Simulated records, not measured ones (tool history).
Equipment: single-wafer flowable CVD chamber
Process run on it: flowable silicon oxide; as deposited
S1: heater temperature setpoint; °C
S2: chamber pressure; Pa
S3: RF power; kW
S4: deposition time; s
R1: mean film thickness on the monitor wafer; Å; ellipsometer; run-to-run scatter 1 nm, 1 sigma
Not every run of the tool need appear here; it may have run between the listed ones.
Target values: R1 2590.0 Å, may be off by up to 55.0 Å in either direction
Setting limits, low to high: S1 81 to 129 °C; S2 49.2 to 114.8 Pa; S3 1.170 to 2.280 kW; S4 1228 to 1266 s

{"run": 1, "hour": 0.0, "S1": 105, "S2": 82.0, "S3": 1.725, "S4": 1228, "R1": 3913.2}
{"run": 2, "hour": 4.9, "S1": 108, "S2": 82.0, "S3": 1.725, "S4": 1228, "R1": 3501.9}
{"run": 3, "hour": 9.9, "S1": 114, "S2": 82.0, "S3": 1.725, "S4": 1228, "R1": 2916.5}
{"run": 4, "hour": 18.3, "S1": 114, "S2": 92.8, "S3": 1.725, "S4": 1228, "R1": 3283.7}
{"run": 5, "hour": 19.7, "S1": 114, "S2": 106.9, "S3": 1.725, "S4": 1228, "R1": 3746.9}
{"run": 6, "hour": 23.0, "S1": 117, "S2": 106.8, "S3": 1.725, "S4": 1228, "R1": 3418.1}
{"run": 7, "hour": 25.0, "S1": 119, "S2": 106.8, "S3": 1.725, "S4": 1228, "R1": 3199.3}
{"run": 8, "hour": 26.7, "S1": 121, "S2": 106.8, "S3": 1.725, "S4": 1228, "R1": 3039.4}
{"run": 9, "hour": 31.6, "S1": 122, "S2": 106.8, "S3": 1.725, "S4": 1228, "R1": 2963.1}

4 candidate next runs follow, results not yet known. Just one meets every target within its allowed miss. Identify it.
{"run": "A", "hour": 36.5, "S1": 118, "S2": 80.8, "S3": 1.645, "S4": 1266, "R1": "?"}
{"run": "B", "hour": 36.5, "S1": 128, "S2": 101.5, "S3": 1.935, "S4": 1229, "R1": "?"}
{"run": "C", "hour": 36.5, "S1": 128, "S2": 114.8, "S3": 1.745, "S4": 1238, "R1": "?"}
{"run": "D", "hour": 36.5, "S1": 113, "S2": 91.5, "S3": 1.805, "S4": 1266, "R1": "?"}

move=A R1=2590.6
move=B R1=2488.0
move=C R1=2758.8
move=D R1=3515.7
A: in spec on every target
B: carries the result that was furthest off beyond its target, to the other side
C: better than the last run, though not everything is in spec
D: misses by more than the last run did
The right move is A.
